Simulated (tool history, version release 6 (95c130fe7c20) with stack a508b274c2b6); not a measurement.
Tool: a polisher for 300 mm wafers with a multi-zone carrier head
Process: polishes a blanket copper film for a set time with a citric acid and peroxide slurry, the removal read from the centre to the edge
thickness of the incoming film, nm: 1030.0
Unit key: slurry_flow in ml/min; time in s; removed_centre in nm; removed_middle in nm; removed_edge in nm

{"run": 1, "hour": 0.0, "slurry_flow": 225, "centre_zone": 1, "middle_zone": 1, "edge_zone": 1, "slurry_solids": 1, "time": 87, "removed_centre": 247.77, "removed_middle": 254.71, "removed_edge": 247.78}
{"run": 2, "hour": 8.1, "slurry_flow": 225, "centre_zone": 1, "middle_zone": 1, "edge_zone": 1, "slurry_solids": 1, "time": 101, "removed_centre": 291.25, "removed_middle": 298.17, "removed_edge": 289.73}
{"run": 3, "hour": 12.7, "slurry_flow": 220, "centre_zone": 1, "middle_zone": 0.99, "edge_zone": 0.98, "slurry_solids": 0.9, "time": 90, "removed_centre": 252.17, "removed_middle": 252.43, "removed_edge": 248.01}
{"run": 4, "hour": 14.7, "slurry_flow": 220, "centre_zone": 0.99, "middle_zone": 0.99, "edge_zone": 0.96, "slurry_solids": 0.8, "time": 81, "removed_centre": 224.15, "removed_middle": 222.94, "removed_edge": 211.76}
{"run": 5, "hour": 18.9, "slurry_flow": 220, "centre_zone": 0.99, "middle_zone": 0.99, "edge_zone": 0.96, "slurry_solids": 0.8, "time": 64, "removed_centre": 173.72, "removed_middle": 175.4, "removed_edge": 169.25}
{"run": 6, "hour": 25.5, "slurry_flow": 220, "centre_zone": 0.98, "middle_zone": 0.97, "edge_zone": 0.94, "slurry_solids": 0.75, "time": 62, "removed_centre": 164.4, "removed_middle": 167.14, "removed_edge": 157.82}
{"run": 7, "hour": 30.2, "slurry_flow": 215, "centre_zone": 0.97, "middle_zone": 0.94, "edge_zone": 0.93, "slurry_solids": 0.7, "time": 62, "removed_centre": 156.82, "removed_middle": 159.12, "removed_edge": 159.32}
{"run": 8, "hour": 32.5, "slurry_flow": 215, "centre_zone": 0.98, "middle_zone": 0.94, "edge_zone": 0.92, "slurry_solids": 0.65, "time": 60, "removed_centre": 150.85, "removed_middle": 149.44, "removed_edge": 144.07}
{"run": 9, "hour": 38.2, "slurry_flow": 215, "centre_zone": 0.98, "middle_zone": 0.94, "edge_zone": 0.92, "slurry_solids": 0.65, "time": 60, "removed_centre": 149.77, "removed_middle": 150.46, "removed_edge": 145.15}
{"run": 10, "hour": 39.7, "slurry_flow": 210, "centre_zone": 0.98, "middle_zone": 0.93, "edge_zone": 0.91, "slurry_solids": 0.65, "time": 60, "removed_centre": 151.98, "removed_middle": 147.29, "removed_edge": 149.6}
{"run": 11, "hour": 48.1, "slurry_flow": 215, "centre_zone": 0.98, "middle_zone": 0.93, "edge_zone": 0.91, "slurry_solids": 0.6, "time": 59, "removed_centre": 145.07, "removed_middle": 142.24, "removed_edge": 145.16}
{"run": 12, "hour": 54.5, "slurry_flow": 215, "centre_zone": 0.98, "middle_zone": 0.93, "edge_zone": 0.89, "slurry_solids": 0.6, "time": 59, "removed_centre": 145.37, "removed_middle": 146.57, "removed_edge": 142.62}
{"run": 13, "hour": 59.1, "slurry_flow": 210, "centre_zone": 0.99, "middle_zone": 0.93, "edge_zone": 0.88, "slurry_solids": 0.6, "time": 59, "removed_centre": 148.46, "removed_middle": 143.97, "removed_edge": 137.42}
{"run": 14, "hour": 66.0, "slurry_flow": 205, "centre_zone": 0.99, "middle_zone": 0.92, "edge_zone": 0.87, "slurry_solids": 0.6, "time": 59, "removed_centre": 145.35, "removed_middle": 139.96, "removed_edge": 136.22}
{"run": 15, "hour": 67.0, "slurry_flow": 200, "centre_zone": 0.99, "middle_zone": 0.92, "edge_zone": 0.87, "slurry_solids": 0.6, "time": 59, "removed_centre": 145.93, "removed_middle": 140.5, "removed_edge": 137.52}

Predict the results of run 16:
{"run": 16, "hour": 74.3, "slurry_flow": 195, "centre_zone": 0.99, "middle_zone": 0.92, "edge_zone": 0.86, "slurry_solids": 0.6, "time": 59, "removed_centre": "?", "removed_middle": "?", "removed_edge": "?"}

{"run 16": {"removed_centre": 149.84, "removed_middle": 139.32, "removed_edge": 135.65}}

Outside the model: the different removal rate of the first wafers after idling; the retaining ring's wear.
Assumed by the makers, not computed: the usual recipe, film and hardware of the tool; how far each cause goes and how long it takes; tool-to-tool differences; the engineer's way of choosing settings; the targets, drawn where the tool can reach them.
